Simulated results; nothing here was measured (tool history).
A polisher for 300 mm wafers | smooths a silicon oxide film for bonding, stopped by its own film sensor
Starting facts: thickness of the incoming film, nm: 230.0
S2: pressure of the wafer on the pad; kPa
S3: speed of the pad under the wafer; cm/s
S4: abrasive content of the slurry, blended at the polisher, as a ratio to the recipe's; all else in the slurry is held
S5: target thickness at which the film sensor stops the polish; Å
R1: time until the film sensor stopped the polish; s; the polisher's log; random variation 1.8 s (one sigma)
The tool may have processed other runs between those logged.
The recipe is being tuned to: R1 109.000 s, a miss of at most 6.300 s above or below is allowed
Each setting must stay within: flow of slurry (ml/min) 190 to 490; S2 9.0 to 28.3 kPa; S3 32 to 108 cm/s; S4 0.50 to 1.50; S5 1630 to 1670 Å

Run 1, day 0.000: flow of slurry (ml/min) 315, S2 18.6 kPa, S3 70 cm/s, S4 1.00, S5 1670 Å. Result: R1 74.611 s.
Run 2, day 0.158: flow of slurry (ml/min) 315, S2 15.2 kPa, S3 70 cm/s, S4 1.00, S5 1670 Å. Result: R1 91.074 s.
Run 3, day 0.404: flow of slurry (ml/min) 315, S2 15.2 kPa, S3 70 cm/s, S4 1.00, S5 1670 Å. Result: R1 94.137 s.
Run 4, day 0.483: flow of slurry (ml/min) 315, S2 15.2 kPa, S3 84 cm/s, S4 1.00, S5 1670 Å. Result: R1 81.144 s.
Run 5, day 0.729: flow of slurry (ml/min) 315, S2 15.2 kPa, S3 84 cm/s, S4 1.00, S5 1670 Å. Result: R1 81.562 s.
Run 6, day 1.062: flow of slurry (ml/min) 315, S2 14.5 kPa, S3 84 cm/s, S4 1.00, S5 1670 Å. Result: R1 86.362 s.
Run 7, day 1.358: flow of slurry (ml/min) 315, S2 13.8 kPa, S3 84 cm/s, S4 1.00, S5 1670 Å. Result: R1 90.740 s.
Run 8, day 1.421: flow of slurry (ml/min) 315, S2 13.1 kPa, S3 84 cm/s, S4 1.00, S5 1670 Å. Result: R1 94.032 s.
Run 9, day 1.762: flow of slurry (ml/min) 315, S2 12.4 kPa, S3 84 cm/s, S4 1.00, S5 1670 Å. Result: R1 99.542 s.
At day 2.021: slurry nozzle cleaned.
Run 10, day 2.021: flow of slurry (ml/min) 315, S2 11.7 kPa, S3 84 cm/s, S4 1.00, S5 1670 Å. Result: R1 101.620 s.

Of the 5 settings listed for the next run, only one would bring every result within its allowed miss of target. Which one?
Run A, day 2.279: flow of slurry (ml/min) 325, S2 14.5 kPa, S3 64 cm/s, S4 1.10, S5 1660 Å. Result: R1 ?.
Run B, day 2.279: flow of slurry (ml/min) 350, S2 11.7 kPa, S3 80 cm/s, S4 1.15, S5 1670 Å. Result: R1 ?.
Run C, day 2.279: flow of slurry (ml/min) 245, S2 13.8 kPa, S3 88 cm/s, S4 0.90, S5 1630 Å. Result: R1 ?.
Run D, day 2.279: flow of slurry (ml/min) 320, S2 11.7 kPa, S3 84 cm/s, S4 1.00, S5 1640 Å. Result: R1 ?.
Run E, day 2.279: flow of slurry (ml/min) 225, S2 13.1 kPa, S3 100 cm/s, S4 0.95, S5 1630 Å. Result: R1 ?.

move       R1
   A   96.215
   B   97.749
   C   96.944
   D  106.740
   E   91.243
A: the biggest miss grows against the last run
B: the biggest miss grows against the last run
C: the biggest miss grows against the last run
D: all results land within tolerance of their targets
E: the biggest miss grows against the last run
Answer: D

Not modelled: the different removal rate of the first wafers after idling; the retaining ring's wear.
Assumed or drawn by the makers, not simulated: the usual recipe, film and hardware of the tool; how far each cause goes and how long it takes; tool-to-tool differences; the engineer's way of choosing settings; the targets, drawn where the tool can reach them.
